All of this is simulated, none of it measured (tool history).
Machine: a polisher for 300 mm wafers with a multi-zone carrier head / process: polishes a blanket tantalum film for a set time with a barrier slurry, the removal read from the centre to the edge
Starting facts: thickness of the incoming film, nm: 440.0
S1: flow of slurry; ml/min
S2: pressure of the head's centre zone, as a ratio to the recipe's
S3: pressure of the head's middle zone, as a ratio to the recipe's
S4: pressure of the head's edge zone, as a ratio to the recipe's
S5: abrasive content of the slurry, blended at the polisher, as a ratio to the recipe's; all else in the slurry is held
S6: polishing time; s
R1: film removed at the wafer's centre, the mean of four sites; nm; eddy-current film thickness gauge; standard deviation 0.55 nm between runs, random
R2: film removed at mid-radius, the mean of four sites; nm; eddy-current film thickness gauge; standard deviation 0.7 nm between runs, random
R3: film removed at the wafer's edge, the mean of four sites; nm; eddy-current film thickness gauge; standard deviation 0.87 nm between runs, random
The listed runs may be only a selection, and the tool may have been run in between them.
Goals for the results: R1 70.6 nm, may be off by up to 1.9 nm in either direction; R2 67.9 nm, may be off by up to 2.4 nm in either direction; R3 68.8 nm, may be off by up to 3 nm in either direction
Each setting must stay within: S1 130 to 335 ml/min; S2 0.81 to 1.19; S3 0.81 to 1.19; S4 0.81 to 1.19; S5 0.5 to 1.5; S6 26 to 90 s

run	hour	S1	S2	S3	S4	S5	S6	R1	R2	R3
1	0	215	1	1	1	1	58	92.283	92.405	91.406
2	6.8	215	0.92	1	1	1	58	84.034	91.788	91.018
3	14.8	215	0.92	0.98	0.98	0.95	58	82.523	89.001	89.968
4	20.3	215	0.92	0.98	1.06	0.95	58	84.054	89.563	95.002
5	24.3	215	0.93	0.97	1.03	0.9	57	83.532	84.52	88.318
6	32.1	215	0.93	0.97	1.03	0.9	64	91.675	95.622	100.43
7	33.8	215	0.93	0.96	1.01	0.85	63	90.555	92.165	98.876
8	35.8	215	0.93	0.96	1.01	0.85	63	89.885	93.321	96.92
9	42.3	215	0.93	0.96	1.01	0.85	63	90.061	92.779	97.905
10	48.9	210	0.95	0.9	0.91	0.6	52	70.738	67.898	71.994

Exactly one of the 4 candidate moves below puts every result within its allowed miss. Which one?
A	55.5	195	0.93	0.88	0.95	0.6	54	?	?	?
B	55.5	240	0.9	0.87	1.01	0.55	54	?	?	?
C	55.5	195	0.86	0.82	0.98	0.6	56	?	?	?
D	55.5	215	0.99	0.94	0.89	0.55	51	?	?	?

move	R1	R2	R3
A	70.622	68.156	77.024
B	69.424	68.427	79.738
C	67.653	66.972	81.126
D	71.044	67.618	70.121
A: its largest miss is bigger than the last run's
B: its largest miss is bigger than the last run's
C: its largest miss is bigger than the last run's
D: hits every target within its allowed miss
Move D is the one to make.
